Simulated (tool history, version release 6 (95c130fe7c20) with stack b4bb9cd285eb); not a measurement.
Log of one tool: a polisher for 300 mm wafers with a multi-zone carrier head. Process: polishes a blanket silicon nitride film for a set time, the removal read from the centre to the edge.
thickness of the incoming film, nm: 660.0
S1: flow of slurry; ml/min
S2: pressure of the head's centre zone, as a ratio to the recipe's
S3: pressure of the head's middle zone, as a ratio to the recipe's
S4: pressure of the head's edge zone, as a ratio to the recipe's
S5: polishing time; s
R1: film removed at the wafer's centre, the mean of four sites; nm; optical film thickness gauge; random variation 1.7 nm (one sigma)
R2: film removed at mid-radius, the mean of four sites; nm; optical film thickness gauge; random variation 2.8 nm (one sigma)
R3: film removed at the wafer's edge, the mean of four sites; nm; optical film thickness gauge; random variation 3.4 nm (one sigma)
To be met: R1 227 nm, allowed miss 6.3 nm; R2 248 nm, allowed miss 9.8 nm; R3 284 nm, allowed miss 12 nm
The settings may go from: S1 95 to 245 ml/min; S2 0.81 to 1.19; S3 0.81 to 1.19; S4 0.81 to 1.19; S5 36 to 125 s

{"run": 1, "hour": 0.0, "S1": 155, "S2": 1, "S3": 1, "S4": 1, "S5": 80, "R1": 226.33, "R2": 227.55, "R3": 234.39}
{"run": 2, "hour": 3.8, "S1": 155, "S2": 1, "S3": 1.08, "S4": 1, "S5": 80, "R1": 225.04, "R2": 242.48, "R3": 231.27}
{"run": 3, "hour": 6.8, "S1": 155, "S2": 0.98, "S3": 1.06, "S4": 1.05, "S5": 82, "R1": 225.79, "R2": 248.01, "R3": 245.39}
{"run": 4, "hour": 11.9, "S1": 155, "S2": 1.02, "S3": 1.06, "S4": 1.05, "S5": 82, "R1": 230.91, "R2": 250.45, "R3": 242.92}
{"run": 5, "hour": 19.5, "S1": 155, "S2": 1.08, "S3": 1.06, "S4": 1.05, "S5": 82, "R1": 252.02, "R2": 241.34, "R3": 242.64}
{"run": 6, "hour": 21.8, "S1": 155, "S2": 1.08, "S3": 1.06, "S4": 1.05, "S5": 71, "R1": 215.75, "R2": 215.68, "R3": 206.76}
{"run": 7, "hour": 27.8, "S1": 165, "S2": 1.04, "S3": 1.03, "S4": 1.09, "S5": 75, "R1": 222.11, "R2": 224.37, "R3": 230.12}
{"run": 8, "hour": 30.9, "S1": 175, "S2": 1.01, "S3": 1.02, "S4": 1.12, "S5": 77, "R1": 222.71, "R2": 230.53, "R3": 238.55}
{"run": 9, "hour": 37.9, "S1": 175, "S2": 0.99, "S3": 1, "S4": 1.14, "S5": 80, "R1": 225.84, "R2": 239.08, "R3": 256.21}
{"run": 10, "hour": 46.2, "S1": 175, "S2": 0.98, "S3": 0.99, "S4": 1.15, "S5": 81, "R1": 229.59, "R2": 235.92, "R3": 257.86}
{"run": 11, "hour": 52.2, "S1": 175, "S2": 0.96, "S3": 0.98, "S4": 1.16, "S5": 82, "R1": 227.44, "R2": 237.92, "R3": 266.56}
{"run": 12, "hour": 55.9, "S1": 175, "S2": 0.95, "S3": 0.98, "S4": 1.17, "S5": 83, "R1": 230.07, "R2": 244.66, "R3": 265.85}
{"run": 13, "hour": 60.6, "S1": 150, "S2": 0.85, "S3": 0.89, "S4": 1.19, "S5": 92, "R1": 217.02, "R2": 247.15, "R3": 289.8}

Which of these 4 next moves meets every target?
{"run": "A", "hour": 65.3, "S1": 155, "S2": 0.9, "S3": 0.84, "S4": 1.18, "S5": 90, "R1": "?", "R2": "?", "R3": "?"}
{"run": "B", "hour": 65.3, "S1": 155, "S2": 0.9, "S3": 0.93, "S4": 1.17, "S5": 89, "R1": "?", "R2": "?", "R3": "?"}
{"run": "C", "hour": 65.3, "S1": 150, "S2": 0.82, "S3": 0.92, "S4": 1.17, "S5": 91, "R1": "?", "R2": "?", "R3": "?"}
{"run": "D", "hour": 65.3, "S1": 180, "S2": 0.87, "S3": 0.81, "S4": 1.19, "S5": 97, "R1": "?", "R2": "?", "R3": "?"}

move=A R1=227.94 R2=230.66 R3=287.97
move=B R1=225.53 R2=244.63 R3=283.22
move=C R1=208.76 R2=247.14 R3=288.59
move=D R1=243.07 R2=247.84 R3=316.72
A: brings the result that was furthest off to its target, and leaves another outside
B: meets every target
C: further off than the last run
D: takes the result that was furthest off past its target
Move B is the one to make.

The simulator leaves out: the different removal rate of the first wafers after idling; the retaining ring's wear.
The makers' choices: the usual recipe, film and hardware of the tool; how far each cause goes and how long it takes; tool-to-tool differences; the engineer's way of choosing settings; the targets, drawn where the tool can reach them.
